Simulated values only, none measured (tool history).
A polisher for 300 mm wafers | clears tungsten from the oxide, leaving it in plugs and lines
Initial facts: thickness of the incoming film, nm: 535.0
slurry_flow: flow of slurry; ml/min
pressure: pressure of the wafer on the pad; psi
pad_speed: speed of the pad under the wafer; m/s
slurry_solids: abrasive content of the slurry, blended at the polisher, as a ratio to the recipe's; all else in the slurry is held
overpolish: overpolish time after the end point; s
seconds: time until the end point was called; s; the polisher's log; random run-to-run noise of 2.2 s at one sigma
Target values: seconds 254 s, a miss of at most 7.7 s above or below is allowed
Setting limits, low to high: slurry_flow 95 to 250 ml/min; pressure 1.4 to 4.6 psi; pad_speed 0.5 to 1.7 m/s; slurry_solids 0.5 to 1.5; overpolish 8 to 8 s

| run | day | slurry_flow | pressure | pad_speed | slurry_solids | overpolish | seconds |
|---|---|---|---|---|---|---|---|
| 1 | 0 | 160 | 3 | 1.1 | 1 | 8 | 119.73 |
| 2 | 0.054 | 160 | 2.8 | 1.08 | 1 | 8 | 130.58 |
| 3 | 0.179 | 160 | 2.6 | 1.06 | 1 | 8 | 143.71 |
| 4 | 0.525 | 160 | 2.6 | 1.06 | 1 | 8 | 144.1 |
| 5 | 0.654 | 160 | 2.5 | 1.04 | 1 | 8 | 150.47 |
| 6 | 0.825 | 160 | 2.1 | 1.04 | 1 | 8 | 181.75 |
| 7 | 1.112 | 160 | 2 | 1.04 | 1 | 8 | 187.51 |
| 8 | 1.312 | 160 | 1.9 | 1.04 | 1 | 8 | 194.25 |
| 9 | 1.625 | 160 | 1.8 | 1.04 | 1 | 8 | 210.46 |
| 10 | 1.925 | 160 | 1.8 | 1.04 | 1 | 8 | 207.34 |
| 11 | 2.104 | 150 | 1.6 | 1.04 | 1 | 8 | 236.81 |
| 12 | 2.479 | 140 | 1.6 | 1.04 | 1 | 8 | 235.26 |
| 13 | 2.6 | 140 | 1.6 | 1.04 | 1 | 8 | 236.7 |
| 14 | 2.85 | 135 | 1.6 | 1.04 | 1 | 8 | 235.82 |
| 15 | 3.212 | 130 | 1.4 | 1.04 | 1 | 8 | 269.43 |
| 16 | 3.479 | 140 | 1.4 | 1.04 | 1 | 8 | 270.34 |
| 17 | 3.579 | 155 | 1.4 | 1.04 | 1 | 8 | 263.41 |
| 18 | 3.829 | 170 | 1.5 | 1.04 | 1 | 8 | 245.2 |

Which one of the following 5 next-run settings gets every result inside its allowed miss? There is exactly one.
| A | 4.079 | 155 | 1.5 | 0.92 | 1.05 | 8 | ? |
| B | 4.079 | 160 | 1.9 | 0.72 | 1.25 | 8 | ? |
| C | 4.079 | 150 | 1.4 | 1.06 | 1.05 | 8 | ? |
| D | 4.079 | 160 | 1.4 | 1.02 | 1 | 8 | ? |
| E | 4.079 | 155 | 2 | 0.8 | 1.15 | 8 | ? |

| move | seconds |
|---|---|
| A | 275.16 |
| B | 265.59 |
| C | 257.03 |
| D | 267.92 |
| E | 234.27 |
A: moves the result that the last run missed by most past its target, out the other side
B: moves the result that the last run missed by most past its target, out the other side
C: all results land within tolerance of their targets
D: moves the result that the last run missed by most past its target, out the other side
E: its largest miss is bigger than the last run's
Correct choice: C, which meets every target

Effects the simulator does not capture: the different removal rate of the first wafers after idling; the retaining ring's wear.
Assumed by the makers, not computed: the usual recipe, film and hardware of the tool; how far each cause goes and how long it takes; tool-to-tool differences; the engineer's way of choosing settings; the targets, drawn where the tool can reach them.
